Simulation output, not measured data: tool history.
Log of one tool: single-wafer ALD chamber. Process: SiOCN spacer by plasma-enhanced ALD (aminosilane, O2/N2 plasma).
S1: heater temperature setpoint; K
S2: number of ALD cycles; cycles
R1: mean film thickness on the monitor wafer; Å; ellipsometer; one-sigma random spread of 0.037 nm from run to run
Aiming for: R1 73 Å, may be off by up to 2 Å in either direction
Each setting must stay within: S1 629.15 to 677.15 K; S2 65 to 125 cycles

{"run": 1, "day": 0.0, "S1": 653.15, "S2": 95, "R1": 60.447}
{"run": 2, "day": 0.35, "S1": 653.15, "S2": 100, "R1": 63.581}
{"run": 3, "day": 0.612, "S1": 653.15, "S2": 104, "R1": 66.042}
{"run": 4, "day": 0.783, "S1": 653.15, "S2": 107, "R1": 68.37}
{"run": 5, "day": 1.004, "S1": 661.15, "S2": 107, "R1": 68.805}
{"run": 6, "day": 1.067, "S1": 657.15, "S2": 107, "R1": 68.389}
{"run": 7, "day": 1.217, "S1": 657.15, "S2": 109, "R1": 68.64}
{"day": 1.571, "done": "thermocouple changed; heater temperature recalibrated"}
{"run": 8, "day": 1.571, "S1": 657.15, "S2": 111, "R1": 70.53}

4 candidate next runs follow, results not yet known. Just one meets every target within its allowed miss. Identify it.
{"run": "A", "day": 1.925, "S1": 659.15, "S2": 109, "R1": "?"}
{"run": "B", "day": 1.925, "S1": 651.15, "S2": 108, "R1": "?"}
{"run": "C", "day": 1.925, "S1": 656.15, "S2": 115, "R1": "?"}
{"run": "D", "day": 1.925, "S1": 654.15, "S2": 106, "R1": "?"}

move=A R1=69.463
move=B R1=68.826
move=C R1=73.287
move=D R1=67.551
A: its largest miss is bigger than the last run's
B: its largest miss is bigger than the last run's
C: meets every target
D: its largest miss is bigger than the last run's
Correct choice: C, which meets every target

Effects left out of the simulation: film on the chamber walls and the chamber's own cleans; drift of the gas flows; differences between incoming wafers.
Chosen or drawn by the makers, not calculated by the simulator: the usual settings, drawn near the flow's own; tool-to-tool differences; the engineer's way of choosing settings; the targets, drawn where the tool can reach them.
